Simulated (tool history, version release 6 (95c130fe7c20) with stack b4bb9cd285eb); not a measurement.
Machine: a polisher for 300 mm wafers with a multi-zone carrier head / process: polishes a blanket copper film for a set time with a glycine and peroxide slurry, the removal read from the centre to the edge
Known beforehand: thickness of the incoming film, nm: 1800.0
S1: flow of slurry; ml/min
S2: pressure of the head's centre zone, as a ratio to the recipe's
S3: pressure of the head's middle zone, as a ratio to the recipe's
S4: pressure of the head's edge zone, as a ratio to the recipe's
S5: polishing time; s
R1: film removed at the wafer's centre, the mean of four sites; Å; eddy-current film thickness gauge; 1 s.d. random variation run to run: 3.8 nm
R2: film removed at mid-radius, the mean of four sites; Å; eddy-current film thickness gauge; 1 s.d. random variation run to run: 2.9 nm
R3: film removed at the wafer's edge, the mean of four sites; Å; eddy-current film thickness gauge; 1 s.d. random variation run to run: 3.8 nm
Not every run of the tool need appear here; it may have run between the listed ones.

run 1 hour=0 | S1=270 S2=1 S3=1 S4=1 S5=82 | R1=4381.4 R2=4210.7 R3=4407.6
run 2 hour=4.8 | S1=285 S2=0.96 S3=1.04 S4=0.97 S5=82 | R1=4115.3 R2=4421.1 R3=4410.3
run 3 hour=13 | S1=240 S2=0.96 S3=1.04 S4=0.97 S5=82 | R1=4039.1 R2=4267.3 R3=4348.9
run 4 hour=19.8 | S1=240 S2=0.96 S3=1.04 S4=0.89 S5=82 | R1=4054.7 R2=4307.8 R3=4249.6
run 5 hour=27.4 | S1=270 S2=0.95 S3=1.07 S4=0.88 S5=81 | R1=4034 R2=4465.6 R3=4206.2
run 6 hour=36.3 | S1=270 S2=0.95 S3=1.14 S4=0.88 S5=81 | R1=4019.9 R2=4693.3 R3=4201.3
run 7 hour=42.8 | S1=275 S2=0.94 S3=1.15 S4=0.87 S5=81 | R1=4003 R2=4718.6 R3=4178.7

Run 8 is up next; what results do you expect?
run 8 hour=48.2 | S1=275 S2=0.93 S3=1.16 S4=0.87 S5=81 | R1=? R2=? R3=?

Run 8 measured R1 3972.9 Å, R2 4777.9 Å, R3 4192.4 Å.
